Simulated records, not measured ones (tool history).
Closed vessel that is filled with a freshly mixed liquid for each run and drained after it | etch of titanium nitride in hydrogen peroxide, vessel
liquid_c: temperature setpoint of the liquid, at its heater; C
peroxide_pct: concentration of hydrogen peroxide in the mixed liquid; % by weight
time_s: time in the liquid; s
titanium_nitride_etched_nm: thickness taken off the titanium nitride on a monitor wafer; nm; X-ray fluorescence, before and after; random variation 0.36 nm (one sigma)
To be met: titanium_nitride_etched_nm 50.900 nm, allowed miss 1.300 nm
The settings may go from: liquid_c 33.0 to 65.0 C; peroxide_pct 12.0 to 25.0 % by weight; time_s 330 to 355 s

| run | day | liquid_c | peroxide_pct | time_s | titanium_nitride_etched_nm |
|---|---|---|---|---|---|
| 1 | 0.000 | 49.0 | 17.0 | 330 | 26.319 |
| 2 | 0.283 | 49.0 | 18.5 | 330 | 26.908 |
| 3 | 0.492 | 49.0 | 15.5 | 330 | 25.988 |
| 4 | 0.738 | 49.0 | 15.5 | 330 | 25.947 |
| 5 | 0.862 | 44.5 | 15.5 | 330 | 18.500 |
| 6 | 1.129 | 47.5 | 15.5 | 330 | 23.087 |
| 7 | 1.471 | 50.0 | 15.5 | 330 | 28.032 |
| 8 | 1.529 | 51.5 | 15.5 | 330 | 30.810 |
| 9 | 1.679 | 53.0 | 15.5 | 330 | 34.052 |
| 10 | 1.925 | 54.5 | 15.5 | 330 | 38.349 |
| 11 | 2.112 | 55.5 | 15.5 | 330 | 40.892 |
| 12 | 2.179 | 56.0 | 15.5 | 330 | 42.189 |
| 13 | 2.229 | 56.5 | 15.5 | 330 | 44.056 |
| 14 | 2.504 | 57.0 | 15.5 | 330 | 45.890 |

4 next moves are on the table. One of them brings every result within its allowed miss. Which?
| A | 2.779 | 59.0 | 14.0 | 330 | ? |
| B | 2.779 | 56.5 | 15.5 | 330 | ? |
| C | 2.779 | 58.5 | 15.0 | 355 | ? |
| D | 2.779 | 58.0 | 18.5 | 355 | ? |

| move | titanium_nitride_etched_nm |
|---|---|
| A | 52.087 |
| B | 44.795 |
| C | 54.938 |
| D | 55.494 |
A: meets every target
B: further off than the last run
C: takes the result that was furthest off past its target
D: takes the result that was furthest off past its target
Answer: A
